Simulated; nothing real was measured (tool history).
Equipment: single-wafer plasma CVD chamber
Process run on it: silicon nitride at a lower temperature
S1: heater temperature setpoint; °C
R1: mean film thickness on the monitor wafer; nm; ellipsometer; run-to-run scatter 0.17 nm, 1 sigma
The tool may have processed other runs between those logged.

{"run": 1, "hour": 0.0, "S1": 325, "chamber pressure (Pa)": 265, "RF power (kW)": 0.32, "deposition time (s)": 37, "R1": 47.312}
{"run": 2, "hour": 5.3, "S1": 325, "chamber pressure (Pa)": 256, "RF power (kW)": 0.315, "deposition time (s)": 37, "R1": 46.862}
{"run": 3, "hour": 6.9, "S1": 317, "chamber pressure (Pa)": 256, "RF power (kW)": 0.315, "deposition time (s)": 37, "R1": 46.757}
{"run": 4, "hour": 10.3, "S1": 317, "chamber pressure (Pa)": 279, "RF power (kW)": 0.315, "deposition time (s)": 37, "R1": 47.284}
{"run": 5, "hour": 16.2, "S1": 317, "chamber pressure (Pa)": 279, "RF power (kW)": 0.295, "deposition time (s)": 37, "R1": 44.74}
{"run": 6, "hour": 20.2, "S1": 317, "chamber pressure (Pa)": 276, "RF power (kW)": 0.29, "deposition time (s)": 37, "R1": 44.042}
{"run": 7, "hour": 20.8, "S1": 317, "chamber pressure (Pa)": 273, "RF power (kW)": 0.285, "deposition time (s)": 37, "R1": 43.351}

For run 8, what comes out?
{"run": 8, "hour": 29.3, "S1": 317, "chamber pressure (Pa)": 269, "RF power (kW)": 0.28, "deposition time (s)": 37, "R1": "?"}

R1: 42.441 nm
